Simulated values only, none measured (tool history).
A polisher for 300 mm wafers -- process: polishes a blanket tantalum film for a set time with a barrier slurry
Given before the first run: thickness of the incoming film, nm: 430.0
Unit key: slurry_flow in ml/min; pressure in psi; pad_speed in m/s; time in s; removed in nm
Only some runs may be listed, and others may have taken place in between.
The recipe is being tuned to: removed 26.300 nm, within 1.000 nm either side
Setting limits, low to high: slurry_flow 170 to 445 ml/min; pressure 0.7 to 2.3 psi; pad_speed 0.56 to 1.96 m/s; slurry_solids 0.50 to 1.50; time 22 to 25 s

Run 1, day 0.000: slurry_flow 285 ml/min, pressure 1.5 psi, pad_speed 1.26 m/s, slurry_solids 1.00, time 25 s. Result: removed 45.580 nm.
Run 2, day 0.321: slurry_flow 285 ml/min, pressure 1.5 psi, pad_speed 1.08 m/s, slurry_solids 1.00, time 25 s. Result: removed 41.543 nm.
Run 3, day 0.462: slurry_flow 285 ml/min, pressure 1.5 psi, pad_speed 1.08 m/s, slurry_solids 1.15, time 25 s. Result: removed 42.655 nm.
Run 4, day 0.579: slurry_flow 285 ml/min, pressure 1.3 psi, pad_speed 1.06 m/s, slurry_solids 1.15, time 25 s. Result: removed 37.436 nm.
Run 5, day 0.600: slurry_flow 285 ml/min, pressure 1.2 psi, pad_speed 1.06 m/s, slurry_solids 1.15, time 25 s. Result: removed 34.674 nm.
Run 6, day 0.733: slurry_flow 285 ml/min, pressure 1.1 psi, pad_speed 1.06 m/s, slurry_solids 1.15, time 25 s. Result: removed 32.494 nm.
Run 7, day 1.092: slurry_flow 285 ml/min, pressure 1.0 psi, pad_speed 1.06 m/s, slurry_solids 1.15, time 25 s. Result: removed 29.454 nm.
Run 8, day 1.342: slurry_flow 285 ml/min, pressure 0.9 psi, pad_speed 1.06 m/s, slurry_solids 1.15, time 25 s. Result: removed 27.027 nm.
Run 9, day 1.388: slurry_flow 285 ml/min, pressure 0.9 psi, pad_speed 1.06 m/s, slurry_solids 1.15, time 25 s. Result: removed 27.031 nm.
Run 10, day 1.433: slurry_flow 285 ml/min, pressure 0.9 psi, pad_speed 1.06 m/s, slurry_solids 1.15, time 25 s. Result: removed 27.636 nm.
Run 11, day 1.671: slurry_flow 285 ml/min, pressure 0.8 psi, pad_speed 1.06 m/s, slurry_solids 1.15, time 25 s. Result: removed 24.836 nm.
Run 12, day 1.712: slurry_flow 285 ml/min, pressure 0.9 psi, pad_speed 1.06 m/s, slurry_solids 1.15, time 25 s. Result: removed 27.143 nm.

Below are 4 possible settings for the next run. Only one of them brings all results inside the allowed miss of their targets. Which is it?
Run A, day 1.754: slurry_flow 310 ml/min, pressure 1.0 psi, pad_speed 1.18 m/s, slurry_solids 0.85, time 22 s. Result: removed ?.
Run B, day 1.754: slurry_flow 255 ml/min, pressure 1.0 psi, pad_speed 1.14 m/s, slurry_solids 1.25, time 23 s. Result: removed ?.
Run C, day 1.754: slurry_flow 245 ml/min, pressure 0.9 psi, pad_speed 1.14 m/s, slurry_solids 1.15, time 25 s. Result: removed ?.
Run D, day 1.754: slurry_flow 315 ml/min, pressure 0.9 psi, pad_speed 1.18 m/s, slurry_solids 1.25, time 24 s. Result: removed ?.

move  removed
   A   26.113
   B   28.832
   C   28.045
   D   28.903
A: all results in spec
B: further off than the last run
C: further off than the last run
D: further off than the last run
Go with A: it meets all targets.
